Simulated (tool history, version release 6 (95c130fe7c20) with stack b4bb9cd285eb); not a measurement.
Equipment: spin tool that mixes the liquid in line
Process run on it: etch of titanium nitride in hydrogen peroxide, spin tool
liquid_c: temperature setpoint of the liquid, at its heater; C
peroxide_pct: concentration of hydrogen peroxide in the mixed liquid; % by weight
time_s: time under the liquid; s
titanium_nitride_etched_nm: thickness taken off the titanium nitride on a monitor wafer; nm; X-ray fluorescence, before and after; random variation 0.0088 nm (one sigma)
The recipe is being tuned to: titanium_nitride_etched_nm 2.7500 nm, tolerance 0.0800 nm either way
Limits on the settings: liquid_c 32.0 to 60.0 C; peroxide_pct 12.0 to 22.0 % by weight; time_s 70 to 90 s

run,day,liquid_c,peroxide_pct,time_s,titanium_nitride_etched_nm
1,0.000,44.0,15.0,90,4.1486
2,0.021,44.0,15.0,90,4.1617
3,0.367,50.5,15.0,90,6.7100
4,0.608,49.0,15.0,90,6.0087
5,0.958,49.0,15.0,70,4.6597
6,1.204,48.0,15.0,70,4.3447
7,1.558,47.0,15.0,70,4.0214
8,1.583,46.5,15.0,70,3.8810
9,1.742,46.5,15.0,70,3.9160
10,2.075,46.0,15.0,70,3.7553
11,2.175,45.5,15.0,70,3.6074
12,2.242,45.0,15.0,70,3.4773
13,2.462,45.0,15.0,70,3.4996
14,2.629,44.5,15.0,70,3.3678
15,2.992,44.0,15.0,70,3.2293
16,3.179,43.5,15.0,70,3.1150
17,3.229,42.5,15.0,70,2.8722

Of the 5 settings listed for the next run, only one would bring every result within its allowed miss of target. Which one?
A,3.279,42.0,12.0,80,?
B,3.279,41.0,15.5,75,?
C,3.279,43.5,16.0,70,?
D,3.279,41.5,12.0,80,?
E,3.279,41.5,14.0,80,?

move,titanium_nitride_etched_nm
A,3.0187
B,2.7669
C,3.1425
D,2.9061
E,3.0012
A: further off than the last run
B: in spec on every target
C: further off than the last run
D: further off than the last run
E: further off than the last run
So the answer is move B, the one that meets all the targets.
